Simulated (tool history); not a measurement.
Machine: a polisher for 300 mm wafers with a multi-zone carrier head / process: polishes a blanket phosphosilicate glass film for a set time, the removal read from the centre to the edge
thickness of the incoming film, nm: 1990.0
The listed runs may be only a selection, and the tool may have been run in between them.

run,hour,flow of slurry (ml/min),pressure of the head's centre zone,pressure of the head's middle zone,pressure of the head's edge zone,abrasive content of the slurry,polishing time (s),film removed at the wafer's centre (Å),film removed at mid-radius (Å),film removed at the wafer's edge (Å)
1,0,315,1,1,1,1,38,2069,1990.3,2032.5
2,4,315,1,1,1.03,1,38,2113.4,2006.6,2066
3,7.1,315,1,1,1.03,1,44,2428.8,2338,2398.9
4,7.9,315,1,1,1.03,1,35,1921.9,1844.2,1894.1
5,8.8,315,1,1.04,1.03,1,35,1931.8,1911.7,1876.9
6,9.8,315,1,1.02,1.01,0.9,34,1774.7,1746.3,1734.5
7,18.7,315,1.01,1,0.99,0.8,33,1632.8,1597.6,1568
8,26.9,310,1.01,0.96,0.97,0.75,33,1573.6,1466,1522.6
9,29.5,310,1.01,0.95,0.94,0.7,33,1535.5,1407.7,1452.4
10,34.9,310,1,0.94,0.92,0.65,33,1459.1,1345,1367.1
11,40.2,305,0.99,0.92,0.9,0.65,33,1423.1,1314.7,1364.9
12,44.8,300,0.99,0.91,0.88,0.65,33,1459,1286.4,1331.6
13,50,275,0.9,0.87,0.85,0.6,33,1237.3,1192.6,1279.1

Predict the results of run 14:
14,52,280,0.91,0.87,0.85,0.6,33,?,?,?

{"run 14": {"film removed at the wafer's centre (Å)": 1273.3, "film removed at mid-radius (Å)": 1191, "film removed at the wafer's edge (Å)": 1252.7}}
